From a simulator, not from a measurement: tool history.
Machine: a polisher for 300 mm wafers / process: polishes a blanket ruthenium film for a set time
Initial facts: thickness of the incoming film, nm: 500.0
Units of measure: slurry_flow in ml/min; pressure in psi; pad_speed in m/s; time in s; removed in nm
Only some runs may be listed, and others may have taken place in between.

| run | hour | slurry_flow | pressure | pad_speed | time | removed |
|---|---|---|---|---|---|---|
| 1 | 0.0 | 285 | 2.4 | 0.92 | 119 | 158.360 |
| 2 | 5.2 | 285 | 2.7 | 0.92 | 119 | 172.430 |
| 3 | 9.8 | 280 | 2.3 | 0.88 | 119 | 147.880 |
| 4 | 12.5 | 280 | 2.0 | 0.82 | 119 | 123.600 |
| 5 | 15.0 | 280 | 2.0 | 0.62 | 119 | 95.888 |
| 6 | 22.8 | 280 | 2.0 | 0.82 | 119 | 125.460 |

The next listed run, before its measurement:
| 7 | 31.4 | 280 | 1.8 | 0.78 | 119 | ? |

For run 7 the tool returned removed 110.830 nm.
